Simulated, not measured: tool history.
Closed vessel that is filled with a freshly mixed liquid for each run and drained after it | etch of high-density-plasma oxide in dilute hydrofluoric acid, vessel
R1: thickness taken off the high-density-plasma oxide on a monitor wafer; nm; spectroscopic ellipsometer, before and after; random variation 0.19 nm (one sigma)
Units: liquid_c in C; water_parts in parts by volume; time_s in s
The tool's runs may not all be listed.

{"run": 1, "hour": 0.0, "liquid_c": 23, "water_parts": 105, "time_s": 375, "R1": 25.315}
{"run": 2, "hour": 1.8, "liquid_c": 20.5, "water_parts": 105, "time_s": 375, "R1": 22.995}
{"run": 3, "hour": 9.0, "liquid_c": 20.5, "water_parts": 105, "time_s": 400, "R1": 24.398}
{"run": 4, "hour": 15.2, "liquid_c": 20, "water_parts": 105, "time_s": 400, "R1": 23.905}
{"run": 5, "hour": 16.6, "liquid_c": 19.5, "water_parts": 105, "time_s": 400, "R1": 23.172}
{"run": 6, "hour": 18.0, "liquid_c": 19.5, "water_parts": 70, "time_s": 400, "R1": 36.398}
{"run": 7, "hour": 21.3, "liquid_c": 17, "water_parts": 110, "time_s": 400, "R1": 20.145}
{"run": 8, "hour": 24.8, "liquid_c": 17.5, "water_parts": 110, "time_s": 400, "R1": 20.713}

The next listed run, before its measurement:
{"hour": 31.3, "done": "thermometer replaced"}
{"run": 9, "hour": 31.3, "liquid_c": 18, "water_parts": 110, "time_s": 400, "R1": "?"}

{"run 9": {"R1": 22.684}}
